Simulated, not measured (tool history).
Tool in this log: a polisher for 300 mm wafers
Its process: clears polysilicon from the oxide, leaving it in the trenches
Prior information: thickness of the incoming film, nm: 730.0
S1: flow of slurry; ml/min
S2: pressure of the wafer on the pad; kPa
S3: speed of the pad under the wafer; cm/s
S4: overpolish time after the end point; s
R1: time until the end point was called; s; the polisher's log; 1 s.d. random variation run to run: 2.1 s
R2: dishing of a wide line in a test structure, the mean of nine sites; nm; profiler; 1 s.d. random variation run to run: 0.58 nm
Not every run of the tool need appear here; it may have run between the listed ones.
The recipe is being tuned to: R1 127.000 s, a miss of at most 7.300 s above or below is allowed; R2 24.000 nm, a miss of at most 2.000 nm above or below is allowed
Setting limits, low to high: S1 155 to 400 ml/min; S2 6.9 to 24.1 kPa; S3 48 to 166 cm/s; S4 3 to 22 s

run,hour,S1,S2,S3,S4,R1,R2
1,0.0,255,15.2,106,11,68.792,35.737
2,3.6,255,11.7,106,11,87.190,34.675
3,8.7,255,11.0,102,9,96.843,31.984
4,9.6,255,11.0,124,9,80.529,33.051
5,14.2,210,11.0,124,9,80.212,31.896
6,22.7,185,11.0,124,9,81.436,32.396
7,24.9,180,10.3,120,8,91.202,29.877
8,33.3,175,9.7,118,7,98.611,27.973
9,36.3,175,9.7,118,7,100.190,26.843

Which of these 4 next moves meets every target?
A,39.3,155,6.9,126,7,?,?
B,39.3,160,8.3,122,16,?,?
C,39.3,175,7.6,124,9,?,?
D,39.3,200,8.3,102,11,?,?

move,R1,R2
A,129.000,24.020
B,112.660,35.535
C,117.720,28.796
D,128.860,30.238
A: in spec on every target
B: misses by more than the last run did
C: better than the last run, though not everything is in spec
D: puts the biggest miss on target and leaves a different result outside tolerance
Correct choice: A, which meets every target
